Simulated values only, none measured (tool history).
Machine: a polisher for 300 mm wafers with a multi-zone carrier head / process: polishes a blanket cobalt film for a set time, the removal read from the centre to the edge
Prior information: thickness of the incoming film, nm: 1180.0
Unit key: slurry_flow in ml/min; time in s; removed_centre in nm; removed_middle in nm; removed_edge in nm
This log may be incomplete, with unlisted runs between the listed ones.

run,hour,slurry_flow,centre_zone,middle_zone,edge_zone,time,removed_centre,removed_middle,removed_edge
1,0,125,1,1,1,77,344.17,319.12,318.04
2,7.9,125,1.04,1,1,77,357.9,321.11,321.2
3,12.2,120,1.01,1.01,1.01,76,339.48,313.93,312.94
4,15.6,115,0.98,1.03,1.02,75,326.75,314.42,317.78
# hour 24.4: centre zone pressure recalibrated
5,24.4,110,0.96,1.04,1.01,74,287.52,312.72,302.06
6,28.6,110,0.96,1.01,1.01,74,279.59,295.93,306.47
7,30.2,105,0.96,1.01,1,74,278.45,305.13,296.41
8,39.1,100,0.96,1.01,1,74,283.34,292.26,298.73
9,41.9,100,0.95,1.01,0.99,74,275.64,295.65,294.28
10,46.3,95,0.94,1.01,0.99,74,259.64,282.74,292.61
11,52,95,0.94,1.02,0.98,74,270.13,283.23,286.87

Forecast run 12:
12,59.2,95,0.94,1.02,0.98,74,?,?,?

{"run 12": {"removed_centre": 265.45, "removed_middle": 298.11, "removed_edge": 287.44}}

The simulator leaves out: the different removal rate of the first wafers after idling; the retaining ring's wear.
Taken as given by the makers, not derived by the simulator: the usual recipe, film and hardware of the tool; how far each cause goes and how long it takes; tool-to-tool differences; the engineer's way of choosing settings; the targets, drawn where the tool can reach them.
